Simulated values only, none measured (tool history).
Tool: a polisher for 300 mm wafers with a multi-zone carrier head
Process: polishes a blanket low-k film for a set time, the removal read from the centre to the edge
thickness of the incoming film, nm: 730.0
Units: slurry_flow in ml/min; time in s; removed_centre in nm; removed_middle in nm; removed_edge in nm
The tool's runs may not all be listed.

run  hour  slurry_flow  centre_zone  middle_zone  edge_zone  slurry_solids  time  removed_centre  removed_middle  removed_edge
  1     0          225            1            1          1              1    61          31.045          30.242        30.037
  2     2          275            1            1          1              1    61          31.773          31.482        30.882
  3  10.1          275            1         0.94          1              1    61          31.797          29.534        31.582
  4  18.6          275            1         0.94          1            1.1    61          32.875          30.972        32.501
  5  21.8          275            1         0.94          1            1.2    61          34.331          30.941        34.085
  6  27.6          255         1.01         0.92       0.98           1.05    60          31.543          28.413        30.925
  7    29          255         1.01         0.92       0.98           1.05    60          31.837          28.636        30.441
  8  37.7          240         1.01          0.9       0.97           0.95    59          30.169          26.817         28.35
  9  46.1          230         1.01         0.88       0.97           0.85    58          27.819          23.656         26.77

The next listed run, before its measurement:
 10  49.8          220         1.01         0.88       0.94            0.8    58               ?               ?             ?

Run 10 gave removed_centre 26.466 nm, removed_middle 23.348 nm, removed_edge 25.76 nm.
